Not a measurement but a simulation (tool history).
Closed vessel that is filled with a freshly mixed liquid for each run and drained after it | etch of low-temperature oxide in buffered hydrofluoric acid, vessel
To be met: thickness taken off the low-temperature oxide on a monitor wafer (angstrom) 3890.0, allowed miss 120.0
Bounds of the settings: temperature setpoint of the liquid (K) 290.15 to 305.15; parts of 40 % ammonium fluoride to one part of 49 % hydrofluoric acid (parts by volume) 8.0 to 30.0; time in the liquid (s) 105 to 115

run  hour  temperature setpoint of the liquid (K)  parts of 40 % ammonium fluoride to one part of 49 % hydrofluoric acid (parts by volume)  time in the liquid (s)  thickness taken off the low-temperature oxide on a monitor wafer (angstrom)
  1   0.0                                  298.15                                                                                     22.5                     105                                                                       1658.4
  2   3.7                                  295.15                                                                                     22.5                     105                                                                       1410.4
  3   8.0                                  295.15                                                                                     25.0                     105                                                                       1311.4
  4  13.7                                  297.65                                                                                     20.5                     105                                                                       1716.0
  5  17.1                                  299.65                                                                                     17.0                     105                                                                       2330.6
  6  25.4                                  297.15                                                                                     17.0                     105                                                                       1989.3
  7  33.6                                  299.15                                                                                     15.5                     105                                                                       2457.3
  8  38.8                                  300.65                                                                                     15.0                     105                                                                       2739.1
  9  45.0                                  301.65                                                                                     14.5                     105                                                                       2996.3
 10  46.4                                  302.65                                                                                     14.5                     105                                                                       3182.4
 11  48.4                                  305.15                                                                                     12.0                     105                                                                       4341.2
 12  50.4                                  304.65                                                                                     12.0                     105                                                                       4194.7

Which of these 4 next moves meets every target?
  A  52.4                                  300.65                                                                                     10.5                     105                                                                            ?
  B  52.4                                  304.15                                                                                     11.5                     105                                                                            ?
  C  52.4                                  305.15                                                                                     12.0                     115                                                                            ?
  D  52.4                                  303.65                                                                                     12.5                     115                                                                            ?

move  thickness taken off the low-temperature oxide on a monitor wafer (angstrom)
   A                                                                       3900.9
   B                                                                       4293.7
   C                                                                       4752.3
   D                                                                       4223.5
A: meets every target
B: further off than the last run
C: further off than the last run
D: further off than the last run
The right move is A.
